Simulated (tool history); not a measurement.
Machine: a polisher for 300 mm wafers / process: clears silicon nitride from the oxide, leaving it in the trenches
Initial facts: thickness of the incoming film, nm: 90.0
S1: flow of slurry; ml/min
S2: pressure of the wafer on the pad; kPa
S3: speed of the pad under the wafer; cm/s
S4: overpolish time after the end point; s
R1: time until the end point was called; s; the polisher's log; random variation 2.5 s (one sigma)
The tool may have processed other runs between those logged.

Run 1, hour 0: S1 235 ml/min, S2 11.7 kPa, S3 116 cm/s, S4 20 s. Result: R1 120.17 s.
Run 2, hour 4.4: S1 235 ml/min, S2 11.7 kPa, S3 116 cm/s, S4 20 s. Result: R1 120.79 s.
Run 3, hour 10: S1 235 ml/min, S2 11.7 kPa, S3 126 cm/s, S4 20 s. Result: R1 114.33 s.
Run 4, hour 15.7: S1 235 ml/min, S2 13.8 kPa, S3 126 cm/s, S4 20 s. Result: R1 95.399 s.
At hour 16.8: slurry nozzle cleaned.
Run 5, hour 16.8: S1 235 ml/min, S2 13.8 kPa, S3 140 cm/s, S4 20 s. Result: R1 85.091 s.
Run 6, hour 25.4: S1 235 ml/min, S2 11.7 kPa, S3 138 cm/s, S4 20 s. Result: R1 99.52 s.
Run 7, hour 27.8: S1 235 ml/min, S2 11.7 kPa, S3 138 cm/s, S4 20 s. Result: R1 98.193 s.
Run 8, hour 32: S1 235 ml/min, S2 10.3 kPa, S3 134 cm/s, S4 20 s. Result: R1 115.31 s.

Forecast run 9:
Run 9, hour 32.5: S1 235 ml/min, S2 9 kPa, S3 132 cm/s, S4 20 s. Result: R1 ?.

{"run 9": {"R1": 129.22}}
